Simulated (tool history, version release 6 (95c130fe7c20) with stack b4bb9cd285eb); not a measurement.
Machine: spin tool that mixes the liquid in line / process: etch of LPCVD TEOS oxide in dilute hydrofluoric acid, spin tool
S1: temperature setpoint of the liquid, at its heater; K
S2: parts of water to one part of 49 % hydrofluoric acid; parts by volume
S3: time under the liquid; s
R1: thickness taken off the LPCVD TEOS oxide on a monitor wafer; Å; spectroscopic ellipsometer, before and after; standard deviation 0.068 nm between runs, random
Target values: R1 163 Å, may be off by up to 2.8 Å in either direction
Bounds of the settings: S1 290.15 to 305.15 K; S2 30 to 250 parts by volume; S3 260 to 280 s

run	day	S1	S2	S3	R1
1	0	297.15	140	260	299.7
2	0.233	296.15	145	260	274.99
3	0.317	296.15	145	260	277.53
4	0.629	296.15	105	260	396.86
5	0.746	295.15	115	260	343.62
6	0.771	294.65	125	260	309.19
7	1.004	294.15	135	260	276.8
8	1.192	293.65	140	260	260.59
9	1.325	293.15	145	260	244.26
10	1.554	292.65	150	260	230.99
11	1.617	292.15	155	260	217.96
12	1.854	291.65	160	260	206.84
13	2.092	291.65	165	260	199.14
14	2.146	291.65	170	260	192.26
15	2.517	290.65	180	260	173.4

Consider the 4 candidate settings below. Which is the only one whose results all fall within their allowed miss of target?
A	2.888	290.15	190	260	?
B	2.888	291.15	175	265	?
C	2.888	290.15	185	260	?
D	2.888	291.15	195	275	?

move	R1
A	158.91
B	185.65
C	163.96
D	169.63
A: the result that was furthest off in the last run now lies on the other side of its target
B: moves away from the targets compared with the last run
C: in spec on every target
D: moves toward the targets from the last run without getting all of them in spec
Correct choice: C, which meets every target
